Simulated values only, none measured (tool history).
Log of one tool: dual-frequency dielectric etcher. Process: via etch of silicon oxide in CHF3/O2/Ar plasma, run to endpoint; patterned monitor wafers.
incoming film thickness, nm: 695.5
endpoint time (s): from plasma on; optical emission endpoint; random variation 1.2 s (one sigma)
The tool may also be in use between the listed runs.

Run 1, hour 0: source power (kW) 0.55, bias power (kW) 0.199. Result: endpoint time (s) 354.8.
Run 2, hour 6.3: source power (kW) 0.57, bias power (kW) 0.201. Result: endpoint time (s) 347.88.
Run 3, hour 7: source power (kW) 0.57, bias power (kW) 0.173. Result: endpoint time (s) 369.16.
Run 4, hour 11.2: source power (kW) 0.67, bias power (kW) 0.173. Result: endpoint time (s) 346.08.
Run 5, hour 15.6: source power (kW) 0.61, bias power (kW) 0.173. Result: endpoint time (s) 360.52.
Run 6, hour 16.4: source power (kW) 0.63, bias power (kW) 0.177. Result: endpoint time (s) 351.98.

The next listed run, before its measurement:
Run 7, hour 17.8: source power (kW) 0.65, bias power (kW) 0.18. Result: endpoint time (s) ?.

Run 7 gave endpoint time (s) 345.21.
